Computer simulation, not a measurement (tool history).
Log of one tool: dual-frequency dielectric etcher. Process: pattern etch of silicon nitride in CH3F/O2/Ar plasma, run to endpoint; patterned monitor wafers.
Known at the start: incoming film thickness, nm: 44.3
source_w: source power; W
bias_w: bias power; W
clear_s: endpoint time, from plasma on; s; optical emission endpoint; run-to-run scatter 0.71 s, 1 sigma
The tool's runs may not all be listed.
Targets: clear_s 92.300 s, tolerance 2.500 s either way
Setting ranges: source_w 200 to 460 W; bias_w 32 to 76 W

{"run": 1, "hour": 0.0, "source_w": 330, "bias_w": 54, "clear_s": 78.342}
{"run": 2, "hour": 8.4, "source_w": 300, "bias_w": 52, "clear_s": 83.136}
{"run": 3, "hour": 12.5, "source_w": 280, "bias_w": 51, "clear_s": 86.973}
{"run": 4, "hour": 14.5, "source_w": 270, "bias_w": 51, "clear_s": 89.33}
{"run": 5, "hour": 22.8, "source_w": 210, "bias_w": 51, "clear_s": 105.5}
{"run": 6, "hour": 25.9, "source_w": 220, "bias_w": 51, "clear_s": 101.22}
{"run": 7, "hour": 31.9, "source_w": 220, "bias_w": 51, "clear_s": 101.37}
{"run": 8, "hour": 36.8, "source_w": 230, "bias_w": 51, "clear_s": 98.701}
{"run": 9, "hour": 45.6, "source_w": 240, "bias_w": 51, "clear_s": 94.978}

Pick the move, out of 4, that brings all results within their allowed miss; only one does.
{"run": "A", "hour": 54.4, "source_w": 220, "bias_w": 57, "clear_s": "?"}
{"run": "B", "hour": 54.4, "source_w": 240, "bias_w": 49, "clear_s": "?"}
{"run": "C", "hour": 54.4, "source_w": 250, "bias_w": 47, "clear_s": "?"}
{"run": "D", "hour": 54.4, "source_w": 220, "bias_w": 62, "clear_s": "?"}

move=A clear_s=96.626
move=B clear_s=97.543
move=C clear_s=96.811
move=D clear_s=93.191
A: further off than the last run
B: further off than the last run
C: further off than the last run
D: every result within its allowed miss
So the answer is move D, the one that meets all the targets.
